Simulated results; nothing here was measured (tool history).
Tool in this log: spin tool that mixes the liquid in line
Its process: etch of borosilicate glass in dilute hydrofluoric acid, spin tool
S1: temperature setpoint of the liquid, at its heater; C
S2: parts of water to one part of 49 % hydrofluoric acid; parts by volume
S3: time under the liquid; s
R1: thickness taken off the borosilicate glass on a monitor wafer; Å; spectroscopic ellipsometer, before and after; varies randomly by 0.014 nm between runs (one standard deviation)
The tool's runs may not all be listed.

Run 1, hour 0: S1 21 C, S2 285 parts by volume, S3 15 s. Result: R1 22.349 Å.
Run 2, hour 1.8: S1 21 C, S2 285 parts by volume, S3 15 s. Result: R1 22.153 Å.
Run 3, hour 9.1: S1 23.5 C, S2 275 parts by volume, S3 15 s. Result: R1 25.314 Å.
Run 4, hour 11.6: S1 23.5 C, S2 235 parts by volume, S3 15 s. Result: R1 30.931 Å.
Run 5, hour 15.2: S1 23.5 C, S2 235 parts by volume, S3 15 s. Result: R1 30.915 Å.
Run 6, hour 16.5: S1 23.5 C, S2 140 parts by volume, S3 15 s. Result: R1 57.414 Å.

Predict the results of run 7:
Run 7, hour 23.1: S1 22 C, S2 160 parts by volume, S3 15 s. Result: R1 ?.

Run 7 measured R1 46.153 Å.
